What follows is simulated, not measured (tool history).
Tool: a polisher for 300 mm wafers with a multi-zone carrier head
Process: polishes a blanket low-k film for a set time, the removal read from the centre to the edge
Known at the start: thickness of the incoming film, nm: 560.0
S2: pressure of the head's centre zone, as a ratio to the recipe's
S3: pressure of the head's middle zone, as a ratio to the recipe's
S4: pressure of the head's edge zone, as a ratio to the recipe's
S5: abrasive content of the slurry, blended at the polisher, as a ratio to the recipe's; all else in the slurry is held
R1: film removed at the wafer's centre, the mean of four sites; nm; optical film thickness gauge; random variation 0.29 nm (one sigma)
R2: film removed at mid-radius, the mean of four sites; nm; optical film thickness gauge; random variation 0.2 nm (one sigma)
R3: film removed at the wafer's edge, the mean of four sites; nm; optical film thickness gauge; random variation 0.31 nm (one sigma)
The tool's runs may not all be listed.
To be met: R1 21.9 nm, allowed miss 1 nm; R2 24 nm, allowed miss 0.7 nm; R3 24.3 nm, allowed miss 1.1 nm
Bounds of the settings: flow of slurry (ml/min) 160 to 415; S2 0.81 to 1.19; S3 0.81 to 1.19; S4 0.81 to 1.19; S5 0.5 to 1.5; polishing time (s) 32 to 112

run 1 day=0 | flow_of_slurry_(ml/min)=265 S2=1 S3=1 S4=1 S5=1 polishing_time_(s)=72 | R1=31.738 R2=34.338 R3=33.994
run 2 day=0.354 | flow_of_slurry_(ml/min)=260 S2=0.98 S3=0.97 S4=0.97 S5=0.85 polishing_time_(s)=71 | R1=28.435 R2=30.846 R3=30.846
run 3 day=0.517 | flow_of_slurry_(ml/min)=260 S2=0.96 S3=0.95 S4=0.94 S5=0.75 polishing_time_(s)=70 | R1=25.158 R2=27.243 R3=27.058
run 4 day=0.758 | flow_of_slurry_(ml/min)=260 S2=0.96 S3=0.95 S4=0.94 S5=0.9 polishing_time_(s)=70 | R1=28.616 R2=30.486 R3=30.557
run 5 day=0.967 | flow_of_slurry_(ml/min)=320 S2=0.96 S3=0.95 S4=0.94 S5=0.9 polishing_time_(s)=70 | R1=28.374 R2=31.51 R3=31.613
run 6 day=1.167 | flow_of_slurry_(ml/min)=320 S2=0.96 S3=0.95 S4=1 S5=0.9 polishing_time_(s)=70 | R1=29.158 R2=31.404 R3=32.369
run 7 day=1.433 | flow_of_slurry_(ml/min)=300 S2=0.94 S3=0.93 S4=0.96 S5=0.8 polishing_time_(s)=70 | R1=26.535 R2=28.196 R3=29.487
run 8 day=1.554 | flow_of_slurry_(ml/min)=285 S2=0.92 S3=0.92 S4=0.92 S5=0.75 polishing_time_(s)=70 | R1=25.31 R2=27.294 R3=28.698
run 9 day=1.604 | flow_of_slurry_(ml/min)=275 S2=0.92 S3=0.92 S4=0.91 S5=0.7 polishing_time_(s)=70 | R1=24.346 R2=25.901 R3=26.87
run 10 day=1.858 | flow_of_slurry_(ml/min)=265 S2=0.91 S3=0.92 S4=0.89 S5=0.7 polishing_time_(s)=70 | R1=24.144 R2=25.881 R3=25.903
run 11 day=2.092 | flow_of_slurry_(ml/min)=255 S2=0.89 S3=0.91 S4=0.89 S5=0.7 polishing_time_(s)=70 | R1=23.909 R2=25.738 R3=26.401
-- day=2.296 centre zone pressure recalibrated
run 12 day=2.296 | flow_of_slurry_(ml/min)=250 S2=0.88 S3=0.91 S4=0.88 S5=0.7 polishing_time_(s)=70 | R1=24.888 R2=25.216 R3=26.322
run 13 day=2.612 | flow_of_slurry_(ml/min)=270 S2=0.84 S3=0.96 S4=0.91 S5=0.5 polishing_time_(s)=69 | R1=19.276 R2=21.391 R3=20.661
run 14 day=2.692 | flow_of_slurry_(ml/min)=285 S2=0.86 S3=0.95 S4=0.92 S5=0.55 polishing_time_(s)=69 | R1=20.961 R2=22.422 R3=22.857
run 15 day=2.975 | flow_of_slurry_(ml/min)=300 S2=0.87 S3=0.96 S4=0.93 S5=0.55 polishing_time_(s)=69 | R1=21.414 R2=23.292 R3=22.798

Which of these 4 next moves meets every target?
run A day=3.258 | flow_of_slurry_(ml/min)=280 S2=0.87 S3=1.08 S4=0.9 S5=0.8 polishing_time_(s)=54 | R1=? R2=? R3=?
run B day=3.258 | flow_of_slurry_(ml/min)=320 S2=0.83 S3=0.95 S4=0.95 S5=0.75 polishing_time_(s)=60 | R1=? R2=? R3=?
run C day=3.258 | flow_of_slurry_(ml/min)=300 S2=0.87 S3=0.94 S4=0.97 S5=0.5 polishing_time_(s)=74 | R1=? R2=? R3=?
run D day=3.258 | flow_of_slurry_(ml/min)=305 S2=0.96 S3=0.99 S4=0.87 S5=0.5 polishing_time_(s)=68 | R1=? R2=? R3=?

move=A R1=20.813 R2=24.535 R3=22.037
move=B R1=21.961 R2=23.906 R3=24.5
move=C R1=21.217 R2=22.244 R3=23.27
move=D R1=20.813 R2=21.382 R3=20.345
A: further off than the last run
B: meets every target
C: brings the result that was furthest off to its target, and leaves another outside
D: further off than the last run
Move B is the one to make.
